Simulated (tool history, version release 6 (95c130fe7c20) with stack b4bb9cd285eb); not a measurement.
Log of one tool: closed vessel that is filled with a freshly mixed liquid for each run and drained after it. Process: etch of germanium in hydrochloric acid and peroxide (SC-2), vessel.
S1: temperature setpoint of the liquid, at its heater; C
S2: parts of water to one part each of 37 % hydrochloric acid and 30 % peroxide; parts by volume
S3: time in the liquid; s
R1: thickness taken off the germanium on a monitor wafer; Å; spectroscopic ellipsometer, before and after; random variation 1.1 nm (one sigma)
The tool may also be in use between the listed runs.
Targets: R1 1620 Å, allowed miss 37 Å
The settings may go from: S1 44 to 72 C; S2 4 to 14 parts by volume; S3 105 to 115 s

run  hour    S1   S2   S3      R1
  1     0    60  7.5  105  2298.1
  2   5.7  58.5  7.5  105  2240.1
  3     8  58.5    9  105  2192.5
  4    10  58.5    8  105  2200.9
  5  19.2  58.5    8  115  2407.7
  6  24.3    57    8  115  2327.6
  7  32.2  55.5    8  115    2196
     36.2  -- chemicals flow meter replaced
  8  36.2  54.5    8  115  2161.1

5 next moves are on the table. One of them brings every result within its allowed miss. Which?
  A  40.2  48.5     8  105   ?
  B  40.2    49   8.5  110   ?
  C  40.2    47  10.5  105   ?
  D  40.2    51   9.5  105   ?
  E  40.2    47    13  110   ?

move      R1
   A  1628.7
   B  1726.4
   C  1518.4
   D  1739.6
   E  1553.7
A: meets every target
B: nearer than the last run, and not there yet
C: takes the result that was furthest off past its target
D: nearer than the last run, and not there yet
E: takes the result that was furthest off past its target
Answer: A
